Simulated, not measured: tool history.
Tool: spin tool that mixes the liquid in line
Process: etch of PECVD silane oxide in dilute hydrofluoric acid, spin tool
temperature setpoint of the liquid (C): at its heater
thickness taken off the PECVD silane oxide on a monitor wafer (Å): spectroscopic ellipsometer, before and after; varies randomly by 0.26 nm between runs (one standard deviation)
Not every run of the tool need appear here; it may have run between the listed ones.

run  hour  temperature setpoint of the liquid (C)  parts of water to one part of 49 % hydrofluoric acid (parts by volume)  time under the liquid (s)  thickness taken off the PECVD silane oxide on a monitor wafer (Å)
  1     0                                      25                                                                     285                        290                                                             136.14
  2   8.6                                    26.5                                                                     245                        290                                                             171.38
  3  12.4                                    26.5                                                                     245                        310                                                             183.64
  4  19.2                                    27.5                                                                     215                        310                                                             225.09
  5  20.6                                    28.5                                                                     190                        310                                                              271.3
  6  24.7                                    28.5                                                                     150                        310                                                             363.13

What will run 7 give?
  7  26.6                                    32.5                                                                     110                        310                                                                  ?

{"run 7": {"thickness taken off the PECVD silane oxide on a monitor wafer (Å)": 604.32}}
